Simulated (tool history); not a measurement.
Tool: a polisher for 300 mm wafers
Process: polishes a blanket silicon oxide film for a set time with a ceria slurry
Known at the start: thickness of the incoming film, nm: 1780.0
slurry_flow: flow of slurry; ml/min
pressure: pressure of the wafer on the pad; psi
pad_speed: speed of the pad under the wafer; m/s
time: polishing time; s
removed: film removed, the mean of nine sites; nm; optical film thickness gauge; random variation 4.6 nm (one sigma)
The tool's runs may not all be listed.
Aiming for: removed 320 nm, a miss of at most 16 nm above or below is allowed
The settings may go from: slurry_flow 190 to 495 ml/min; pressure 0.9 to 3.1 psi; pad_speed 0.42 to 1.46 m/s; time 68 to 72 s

Run 1, hour 0: slurry_flow 320 ml/min, pressure 2 psi, pad_speed 0.94 m/s, time 68 s. Result: removed 200.24 nm.
Run 2, hour 7.8: slurry_flow 260 ml/min, pressure 2 psi, pad_speed 0.94 m/s, time 68 s. Result: removed 190.44 nm.
Run 3, hour 12.1: slurry_flow 260 ml/min, pressure 2 psi, pad_speed 0.94 m/s, time 72 s. Result: removed 206.28 nm.
Run 4, hour 19.4: slurry_flow 260 ml/min, pressure 2 psi, pad_speed 0.94 m/s, time 72 s. Result: removed 199.27 nm.
Run 5, hour 23.8: slurry_flow 205 ml/min, pressure 2 psi, pad_speed 0.94 m/s, time 72 s. Result: removed 197.69 nm.
Run 6, hour 31.5: slurry_flow 235 ml/min, pressure 2 psi, pad_speed 0.94 m/s, time 72 s. Result: removed 199.78 nm.
Run 7, hour 37.6: slurry_flow 240 ml/min, pressure 2.1 psi, pad_speed 0.94 m/s, time 72 s. Result: removed 207.62 nm.
At hour 46.4: slurry nozzle cleaned.
Run 8, hour 46.4: slurry_flow 240 ml/min, pressure 2.7 psi, pad_speed 0.98 m/s, time 72 s. Result: removed 293.61 nm.
Run 9, hour 47.4: slurry_flow 250 ml/min, pressure 2.8 psi, pad_speed 0.98 m/s, time 72 s. Result: removed 302.18 nm.

Consider the 4 candidate settings below. Which is the only one whose results all fall within their allowed miss of target?
Run A, hour 48.4: slurry_flow 215 ml/min, pressure 2.8 psi, pad_speed 0.94 m/s, time 69 s. Result: removed ?.
Run B, hour 48.4: slurry_flow 195 ml/min, pressure 2.8 psi, pad_speed 1.06 m/s, time 72 s. Result: removed ?.
Run C, hour 48.4: slurry_flow 240 ml/min, pressure 2.4 psi, pad_speed 1.14 m/s, time 69 s. Result: removed ?.
Run D, hour 48.4: slurry_flow 275 ml/min, pressure 3 psi, pad_speed 0.84 m/s, time 70 s. Result: removed ?.

move  removed
   A   273.14
   B    315.4
   C   287.82
   D    274.4
A: the biggest miss grows against the last run
B: every result lands within tolerance
C: the biggest miss grows against the last run
D: the biggest miss grows against the last run
The move that meets every target is B.
